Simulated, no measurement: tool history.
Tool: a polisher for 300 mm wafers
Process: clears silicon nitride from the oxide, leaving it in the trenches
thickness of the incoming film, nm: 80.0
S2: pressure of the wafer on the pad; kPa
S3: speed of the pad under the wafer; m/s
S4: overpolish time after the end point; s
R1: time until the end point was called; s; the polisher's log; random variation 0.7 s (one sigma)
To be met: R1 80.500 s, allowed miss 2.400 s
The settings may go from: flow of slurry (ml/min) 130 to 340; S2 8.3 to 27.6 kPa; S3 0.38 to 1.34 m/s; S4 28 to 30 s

Run 1, hour 0.0: flow of slurry (ml/min) 220, S2 17.9 kPa, S3 0.86 m/s, S4 28 s. Result: R1 109.430 s.
Run 2, hour 8.8: flow of slurry (ml/min) 220, S2 17.9 kPa, S3 0.78 m/s, S4 28 s. Result: R1 120.600 s.
Run 3, hour 11.5: flow of slurry (ml/min) 225, S2 20.0 kPa, S3 0.78 m/s, S4 28 s. Result: R1 109.780 s.
Run 4, hour 15.9: flow of slurry (ml/min) 225, S2 17.2 kPa, S3 0.78 m/s, S4 28 s. Result: R1 125.000 s.
Run 5, hour 20.3: flow of slurry (ml/min) 225, S2 20.0 kPa, S3 0.78 m/s, S4 28 s. Result: R1 108.260 s.
Run 6, hour 22.5: flow of slurry (ml/min) 225, S2 22.1 kPa, S3 0.78 m/s, S4 28 s. Result: R1 98.649 s.
Run 7, hour 28.8: flow of slurry (ml/min) 225, S2 23.4 kPa, S3 0.78 m/s, S4 28 s. Result: R1 93.903 s.
Run 8, hour 34.6: flow of slurry (ml/min) 230, S2 24.8 kPa, S3 0.78 m/s, S4 28 s. Result: R1 86.700 s.
Run 9, hour 41.5: flow of slurry (ml/min) 235, S2 25.5 kPa, S3 0.78 m/s, S4 28 s. Result: R1 85.973 s.
Run 10, hour 49.6: flow of slurry (ml/min) 235, S2 26.2 kPa, S3 0.78 m/s, S4 28 s. Result: R1 83.801 s.

Which of these 5 next moves meets every target?
Run A, hour 57.7: flow of slurry (ml/min) 265, S2 26.2 kPa, S3 0.74 m/s, S4 30 s. Result: R1 ?.
Run B, hour 57.7: flow of slurry (ml/min) 320, S2 27.6 kPa, S3 0.74 m/s, S4 30 s. Result: R1 ?.
Run C, hour 57.7: flow of slurry (ml/min) 195, S2 24.8 kPa, S3 0.74 m/s, S4 28 s. Result: R1 ?.
Run D, hour 57.7: flow of slurry (ml/min) 220, S2 27.6 kPa, S3 0.68 m/s, S4 30 s. Result: R1 ?.
Run E, hour 57.7: flow of slurry (ml/min) 235, S2 22.8 kPa, S3 1.02 m/s, S4 28 s. Result: R1 ?.

move      R1
   A  87.466
   B  82.037
   C  94.528
   D  91.058
   E  75.610
A: further off than the last run
B: meets every target
C: further off than the last run
D: further off than the last run
E: takes the result that was furthest off past its target
Answer: B
